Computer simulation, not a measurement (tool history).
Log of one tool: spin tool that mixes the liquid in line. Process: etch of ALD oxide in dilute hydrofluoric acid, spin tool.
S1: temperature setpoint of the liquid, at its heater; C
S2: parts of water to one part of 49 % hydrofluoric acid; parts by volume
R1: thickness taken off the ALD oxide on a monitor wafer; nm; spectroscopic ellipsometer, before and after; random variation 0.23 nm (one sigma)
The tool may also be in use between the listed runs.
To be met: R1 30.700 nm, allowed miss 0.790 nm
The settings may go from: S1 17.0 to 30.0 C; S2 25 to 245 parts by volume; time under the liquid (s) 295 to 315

run 1 day=0.000 | S1=22.0 S2=135 time_under_the_liquid_(s)=295 | R1=39.880
run 2 day=0.188 | S1=21.5 S2=135 time_under_the_liquid_(s)=295 | R1=38.754
run 3 day=0.562 | S1=21.0 S2=135 time_under_the_liquid_(s)=295 | R1=38.299
run 4 day=0.912 | S1=21.0 S2=90 time_under_the_liquid_(s)=295 | R1=59.669
run 5 day=1.292 | S1=21.0 S2=90 time_under_the_liquid_(s)=295 | R1=60.111
run 6 day=1.492 | S1=21.0 S2=90 time_under_the_liquid_(s)=295 | R1=60.232
run 7 day=1.788 | S1=20.5 S2=100 time_under_the_liquid_(s)=295 | R1=53.123
run 8 day=2.112 | S1=20.0 S2=105 time_under_the_liquid_(s)=295 | R1=48.756
run 9 day=2.288 | S1=19.5 S2=110 time_under_the_liquid_(s)=295 | R1=45.569
run 10 day=2.400 | S1=17.0 S2=150 time_under_the_liquid_(s)=295 | R1=28.930

4 next moves are on the table. One of them brings every result within its allowed miss. Which?
run A day=2.512 | S1=17.0 S2=150 time_under_the_liquid_(s)=315 | R1=?
run B day=2.512 | S1=17.5 S2=165 time_under_the_liquid_(s)=315 | R1=?
run C day=2.512 | S1=17.0 S2=150 time_under_the_liquid_(s)=300 | R1=?
run D day=2.512 | S1=18.0 S2=140 time_under_the_liquid_(s)=295 | R1=?

move=A R1=31.204
move=B R1=28.534
move=C R1=29.718
move=D R1=32.942
A: meets every target
B: further off than the last run
C: nearer than the last run, and not there yet
D: takes the result that was furthest off past its target
The right move is A.
